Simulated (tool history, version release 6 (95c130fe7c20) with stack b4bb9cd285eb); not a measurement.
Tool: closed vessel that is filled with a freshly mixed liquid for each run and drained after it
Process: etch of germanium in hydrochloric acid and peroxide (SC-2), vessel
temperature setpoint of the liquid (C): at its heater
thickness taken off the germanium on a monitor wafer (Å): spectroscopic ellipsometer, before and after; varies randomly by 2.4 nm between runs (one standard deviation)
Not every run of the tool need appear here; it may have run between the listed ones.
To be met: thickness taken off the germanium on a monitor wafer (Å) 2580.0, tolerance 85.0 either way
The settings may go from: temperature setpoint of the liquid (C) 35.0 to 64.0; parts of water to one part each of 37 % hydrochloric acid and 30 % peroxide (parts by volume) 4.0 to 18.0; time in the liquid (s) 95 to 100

| run | day | temperature setpoint of the liquid (C) | parts of water to one part each of 37 % hydrochloric acid and 30 % peroxide (parts by volume) | time in the liquid (s) | thickness taken off the germanium on a monitor wafer (Å) |
|---|---|---|---|---|---|
| 1 | 0.000 | 48.0 | 10.0 | 95 | 2043.1 |
| 2 | 0.242 | 49.0 | 10.0 | 95 | 2121.5 |
| 3 | 0.450 | 50.0 | 10.0 | 95 | 2194.0 |
| 4 | 0.688 | 51.0 | 10.0 | 95 | 2266.6 |
| 5 | 1.012 | 51.5 | 10.0 | 95 | 2271.8 |
| 6 | 1.138 | 52.0 | 10.0 | 95 | 2327.2 |
| 7 | 1.467 | 52.5 | 10.0 | 95 | 2370.1 |
| 8 | 1.804 | 53.0 | 10.0 | 95 | 2438.9 |
| 9 | 2.054 | 53.0 | 10.0 | 95 | 2397.8 |

Pick the move, out of 5, that brings all results within their allowed miss; only one does.
| A | 2.304 | 55.5 | 11.0 | 100 | ? |
| B | 2.304 | 55.0 | 5.5 | 100 | ? |
| C | 2.304 | 57.0 | 10.5 | 100 | ? |
| D | 2.304 | 53.5 | 10.5 | 100 | ? |
| E | 2.304 | 55.5 | 9.5 | 100 | ? |

| move | thickness taken off the germanium on a monitor wafer (Å) |
|---|---|
| A | 2732.4 |
| B | 2829.8 |
| C | 2873.4 |
| D | 2584.5 |
| E | 2774.8 |
A: the result that was furthest off in the last run now lies on the other side of its target
B: the result that was furthest off in the last run now lies on the other side of its target
C: the result that was furthest off in the last run now lies on the other side of its target
D: each result inside its tolerance
E: the result that was furthest off in the last run now lies on the other side of its target
So the answer is move D, the one that meets all the targets.

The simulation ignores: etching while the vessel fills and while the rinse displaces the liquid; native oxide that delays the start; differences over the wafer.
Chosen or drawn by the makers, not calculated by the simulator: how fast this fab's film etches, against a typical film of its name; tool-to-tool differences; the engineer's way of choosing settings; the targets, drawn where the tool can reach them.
